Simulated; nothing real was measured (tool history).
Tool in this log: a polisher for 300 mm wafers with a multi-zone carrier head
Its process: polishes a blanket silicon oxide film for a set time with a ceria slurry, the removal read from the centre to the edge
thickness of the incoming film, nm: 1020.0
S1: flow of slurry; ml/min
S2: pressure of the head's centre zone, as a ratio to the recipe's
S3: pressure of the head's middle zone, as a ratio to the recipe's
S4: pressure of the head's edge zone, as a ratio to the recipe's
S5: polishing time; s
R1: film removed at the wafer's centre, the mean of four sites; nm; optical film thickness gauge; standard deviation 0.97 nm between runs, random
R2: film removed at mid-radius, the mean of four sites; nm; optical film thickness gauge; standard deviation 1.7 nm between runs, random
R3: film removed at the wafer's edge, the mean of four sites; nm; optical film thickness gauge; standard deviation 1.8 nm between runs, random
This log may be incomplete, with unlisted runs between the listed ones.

run,hour,S1,S2,S3,S4,S5,R1,R2,R3
1,0.0,135,1.00,1.00,1.00,55,155.42,157.41,157.08
2,4.4,155,1.00,1.00,1.00,55,160.92,161.89,158.65
3,10.7,145,0.98,1.00,0.99,55,157.14,155.86,159.38
4,17.5,135,0.97,1.02,0.99,54,149.41,154.66,153.60
5,22.0,125,0.95,1.03,0.99,54,142.32,150.93,153.37
# hour 25.1: slurry nozzle cleaned
6,25.1,125,0.95,1.03,0.95,54,155.28,165.72,152.86

Expected results for the next run?
7,30.8,120,0.93,1.02,0.95,54,?,?,?

Run 7 produced R1 150.96 nm, R2 163.57 nm, R3 152.75 nm.
